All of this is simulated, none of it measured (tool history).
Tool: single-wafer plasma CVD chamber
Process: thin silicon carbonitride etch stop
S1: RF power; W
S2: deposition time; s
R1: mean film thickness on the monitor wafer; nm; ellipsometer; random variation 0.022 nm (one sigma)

run 1 hour=0.0 | S1=165 S2=13.7 | R1=7.6446
run 2 hour=3.5 | S1=175 S2=13.7 | R1=7.7816
run 3 hour=5.7 | S1=175 S2=11.8 | R1=6.7275
run 4 hour=13.4 | S1=170 S2=11.7 | R1=6.5728
run 5 hour=16.0 | S1=165 S2=11.7 | R1=6.5339
run 6 hour=20.0 | S1=165 S2=10.1 | R1=5.6786
run 7 hour=27.3 | S1=175 S2=10.2 | R1=5.8322
run 8 hour=32.1 | S1=185 S2=10.4 | R1=6.0025
run 9 hour=33.2 | S1=185 S2=10.4 | R1=6.0441

The next listed run, before its measurement:
run 10 hour=39.2 | S1=190 S2=10.5 | R1=?

R1: 6.1336 nm
